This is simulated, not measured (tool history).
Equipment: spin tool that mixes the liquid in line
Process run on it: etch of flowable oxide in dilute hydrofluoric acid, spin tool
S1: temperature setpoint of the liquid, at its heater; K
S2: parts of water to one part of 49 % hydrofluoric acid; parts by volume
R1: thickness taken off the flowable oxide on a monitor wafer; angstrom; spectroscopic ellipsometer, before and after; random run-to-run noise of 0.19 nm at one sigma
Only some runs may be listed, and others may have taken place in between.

run 1 hour=0 | S1=297.15 S2=215 time_under_the_liquid_(s)=300 | R1=410.25
run 2 hour=7.7 | S1=297.15 S2=275 time_under_the_liquid_(s)=300 | R1=301.97
run 3 hour=15.7 | S1=297.15 S2=275 time_under_the_liquid_(s)=320 | R1=323.57
run 4 hour=19.6 | S1=300.15 S2=275 time_under_the_liquid_(s)=320 | R1=354.48
run 5 hour=26.2 | S1=300.15 S2=240 time_under_the_liquid_(s)=320 | R1=415.78
run 6 hour=34.4 | S1=298.65 S2=280 time_under_the_liquid_(s)=320 | R1=327.31
run 7 hour=36.6 | S1=296.65 S2=305 time_under_the_liquid_(s)=320 | R1=273.83

Forecast run 8:
run 8 hour=40.1 | S1=295.15 S2=320 time_under_the_liquid_(s)=320 | R1=?

R1: 241.63 angstrom
